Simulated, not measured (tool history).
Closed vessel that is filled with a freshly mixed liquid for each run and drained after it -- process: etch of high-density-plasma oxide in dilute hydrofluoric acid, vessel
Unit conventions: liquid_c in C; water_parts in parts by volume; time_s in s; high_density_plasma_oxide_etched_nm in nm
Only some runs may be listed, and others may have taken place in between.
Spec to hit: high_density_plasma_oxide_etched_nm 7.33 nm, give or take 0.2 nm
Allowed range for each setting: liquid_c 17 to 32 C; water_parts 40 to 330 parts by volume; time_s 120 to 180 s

run,hour,liquid_c,water_parts,time_s,high_density_plasma_oxide_etched_nm
1,0,24,185,180,5.6658
2,8.1,22,185,180,5.2108
3,13.3,23.5,185,180,5.5182
4,18.5,23.5,185,180,5.4581
5,26.8,23.5,185,180,5.5266
6,34.1,23.5,185,180,5.5326
7,39.6,23.5,185,180,5.4877
8,45.8,24.5,185,180,5.6876
9,47.6,25.5,185,180,5.956
10,55.2,26.5,185,180,6.2011
11,60,27,185,180,6.2334
12,67,27.5,185,180,6.3618
13,69.5,28,185,180,6.4967
14,72.5,28.5,185,180,6.5555

Consider the 4 candidate settings below. Which is the only one whose results all fall within their allowed miss of target?
A,75.5,27.5,165,180,?
B,75.5,27,175,180,?
C,75.5,28,175,180,?
D,75.5,27,165,175,?

move,high_density_plasma_oxide_etched_nm
A,7.308
B,6.6854
C,6.9318
D,6.9763
A: in spec on every target
B: gains on the last run, yet a result remains outside its allowed miss
C: gains on the last run, yet a result remains outside its allowed miss
D: gains on the last run, yet a result remains outside its allowed miss
A is the move that brings every result within its allowed miss.

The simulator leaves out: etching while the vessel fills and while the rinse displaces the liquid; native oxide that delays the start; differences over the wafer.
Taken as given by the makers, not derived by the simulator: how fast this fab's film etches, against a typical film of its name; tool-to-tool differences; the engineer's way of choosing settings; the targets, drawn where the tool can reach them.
